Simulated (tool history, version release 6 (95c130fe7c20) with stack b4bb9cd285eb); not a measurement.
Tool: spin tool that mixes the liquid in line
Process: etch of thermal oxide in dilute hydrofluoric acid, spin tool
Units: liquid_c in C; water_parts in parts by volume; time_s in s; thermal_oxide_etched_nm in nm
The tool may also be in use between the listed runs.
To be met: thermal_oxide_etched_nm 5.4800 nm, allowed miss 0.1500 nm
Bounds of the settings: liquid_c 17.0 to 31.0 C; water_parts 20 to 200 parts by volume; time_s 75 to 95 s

| run | hour | liquid_c | water_parts | time_s | thermal_oxide_etched_nm |
|---|---|---|---|---|---|
| 1 | 0.0 | 23.0 | 110 | 95 | 3.8103 |
| 2 | 7.4 | 25.0 | 110 | 95 | 4.1604 |
| 3 | 16.1 | 26.5 | 110 | 95 | 4.3968 |
| 4 | 23.0 | 27.5 | 110 | 95 | 4.5162 |
| 5 | 24.6 | 27.5 | 130 | 95 | 3.7428 |
| 6 | 32.2 | 27.5 | 130 | 75 | 2.9555 |
| 7 | 35.6 | 28.5 | 120 | 75 | 3.3853 |
| 8 | 41.8 | 29.0 | 110 | 75 | 3.8221 |
| 9 | 50.6 | 29.5 | 100 | 75 | 4.3479 |
| 10 | 51.3 | 30.0 | 95 | 75 | 4.6850 |
| 11 | 52.1 | 30.0 | 90 | 75 | 4.9933 |

Which of these 5 next moves meets every target?
| A | 52.9 | 31.0 | 90 | 75 | ? |
| B | 52.9 | 30.5 | 90 | 75 | ? |
| C | 52.9 | 31.0 | 100 | 90 | ? |
| D | 52.9 | 29.5 | 90 | 80 | ? |
| E | 52.9 | 28.0 | 80 | 75 | ? |

| move | thermal_oxide_etched_nm |
|---|---|
| A | 5.1175 |
| B | 5.0223 |
| C | 5.4469 |
| D | 5.1583 |
| E | 5.2085 |
A: nearer than the last run, and not there yet
B: nearer than the last run, and not there yet
C: meets every target
D: nearer than the last run, and not there yet
E: nearer than the last run, and not there yet
Move C is the one to make.
